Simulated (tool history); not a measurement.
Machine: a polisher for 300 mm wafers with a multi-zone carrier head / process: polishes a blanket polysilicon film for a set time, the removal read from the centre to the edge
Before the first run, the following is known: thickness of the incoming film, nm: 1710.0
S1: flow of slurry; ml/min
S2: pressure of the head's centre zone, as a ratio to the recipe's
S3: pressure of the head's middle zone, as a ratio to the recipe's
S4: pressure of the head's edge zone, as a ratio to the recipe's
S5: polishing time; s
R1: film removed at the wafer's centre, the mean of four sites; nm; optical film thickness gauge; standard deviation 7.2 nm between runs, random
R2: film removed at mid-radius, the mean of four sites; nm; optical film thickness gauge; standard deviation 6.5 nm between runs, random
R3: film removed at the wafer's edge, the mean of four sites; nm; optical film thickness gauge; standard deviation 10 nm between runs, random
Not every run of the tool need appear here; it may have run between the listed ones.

| run | day | S1 | S2 | S3 | S4 | S5 | R1 | R2 | R3 |
|---|---|---|---|---|---|---|---|---|---|
| 1 | 0 | 190 | 1 | 1 | 1 | 68 | 577.23 | 609.28 | 610.93 |
| 2 | 0.367 | 200 | 1.02 | 1.02 | 1.01 | 69 | 601.47 | 628.67 | 623.72 |
| 3 | 0.446 | 205 | 1.03 | 1.04 | 1.01 | 70 | 612.02 | 652.55 | 617.36 |
| 4 | 0.604 | 205 | 1.03 | 1.04 | 1.01 | 58 | 507.97 | 528.03 | 512.7 |
| 5 | 0.95 | 205 | 1.04 | 1.05 | 1.02 | 61 | 550.65 | 570.5 | 546.14 |
| 6 | 1.042 | 205 | 1.05 | 1.06 | 1.04 | 63 | 566.31 | 588.96 | 561.67 |

Expected results for the next run?
| 7 | 1.196 | 205 | 1.06 | 1.07 | 1.05 | 65 | ? | ? | ? |

Run 7 gave R1 598.31 nm, R2 606.06 nm, R3 595.11 nm.
